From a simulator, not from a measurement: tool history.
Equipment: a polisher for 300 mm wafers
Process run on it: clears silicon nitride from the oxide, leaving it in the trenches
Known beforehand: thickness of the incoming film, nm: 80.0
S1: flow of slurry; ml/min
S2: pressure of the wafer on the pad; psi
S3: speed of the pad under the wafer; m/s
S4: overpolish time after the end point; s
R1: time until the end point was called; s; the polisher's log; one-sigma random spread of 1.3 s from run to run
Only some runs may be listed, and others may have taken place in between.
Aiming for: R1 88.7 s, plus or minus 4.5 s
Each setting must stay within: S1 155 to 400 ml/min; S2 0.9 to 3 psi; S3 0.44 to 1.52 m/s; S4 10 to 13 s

run  hour   S1   S2    S3  S4      R1
  1     0  255  1.9  0.98  13  124.21
  2     7  310  1.9  0.98  13   124.9
  3    10  310  1.9  0.98  10   121.3
  4  16.6  310    2  0.98  10  118.94
  5  17.7  310  2.2  0.98  10  109.46
  6  26.4  310  2.3  0.98  10  100.65
  7  28.4  310  2.4  0.98  10  97.966
  8  33.8  310  2.5  0.98  10  93.514

Next run, 5 choices. One meets every target within its allowed miss, the rest don't. Which?
  A  39.2  280    3  0.98  13   ?
  B  39.2  285  2.6     1  12   ?
  C  39.2  290  2.2     1  12   ?
  D  39.2  330  2.3  0.88  10   ?
  E  39.2  320  2.2  1.02  10   ?

move      R1
   A  79.336
   B  89.511
   C  105.18
   D   111.2
   E  102.41
A: moves the result that the last run missed by most past its target, out the other side
B: every result within its allowed miss
C: moves away from the targets compared with the last run
D: moves away from the targets compared with the last run
E: moves away from the targets compared with the last run
The right move is B.

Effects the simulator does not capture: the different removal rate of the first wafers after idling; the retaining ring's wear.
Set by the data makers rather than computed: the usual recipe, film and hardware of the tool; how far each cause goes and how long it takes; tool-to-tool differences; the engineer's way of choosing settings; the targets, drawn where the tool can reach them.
